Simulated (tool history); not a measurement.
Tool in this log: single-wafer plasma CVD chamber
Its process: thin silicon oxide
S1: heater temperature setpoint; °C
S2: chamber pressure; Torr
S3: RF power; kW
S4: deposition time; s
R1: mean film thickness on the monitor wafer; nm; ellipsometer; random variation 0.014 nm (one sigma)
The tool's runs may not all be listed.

run	day	S1	S2	S3	S4	R1
1	0	410	0.97	0.27	2.43	5.0933
2	0.283	410	0.97	0.245	2.43	4.8816
3	0.312	410	1.012	0.245	2.43	5.0013
4	0.525	410	1.052	0.245	2.43	5.1672
5	0.675	410	0.953	0.245	2.43	4.804
6	0.762	401	0.953	0.245	2.43	4.827

Estimate the outcome of run 7 from the log above:
7	0.842	401	1.001	0.245	2.43	?

{"run 7": {"R1": 5.031}}
